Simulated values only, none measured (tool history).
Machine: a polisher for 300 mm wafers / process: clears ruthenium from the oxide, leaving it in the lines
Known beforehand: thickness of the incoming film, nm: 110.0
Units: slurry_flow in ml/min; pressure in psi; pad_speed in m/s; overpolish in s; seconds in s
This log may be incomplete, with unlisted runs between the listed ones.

run 1 hour=0 | slurry_flow=215 pressure=2.4 pad_speed=1 overpolish=28 | seconds=75.181
run 2 hour=4.7 | slurry_flow=260 pressure=2.4 pad_speed=1 overpolish=28 | seconds=72.239
run 3 hour=8.3 | slurry_flow=255 pressure=2.1 pad_speed=0.9 overpolish=28 | seconds=91.911
run 4 hour=15.6 | slurry_flow=255 pressure=2.1 pad_speed=1.1 overpolish=28 | seconds=74.478
run 5 hour=22.9 | slurry_flow=255 pressure=2.1 pad_speed=1 overpolish=28 | seconds=81.394
run 6 hour=26.6 | slurry_flow=205 pressure=2.1 pad_speed=1 overpolish=28 | seconds=84.172
run 7 hour=31.6 | slurry_flow=205 pressure=1.8 pad_speed=0.9 overpolish=28 | seconds=106.96

Run 8 is up next; what results do you expect?
run 8 hour=37.6 | slurry_flow=195 pressure=1.2 pad_speed=0.62 overpolish=28 | seconds=?

{"run 8": {"seconds": 217.67}}
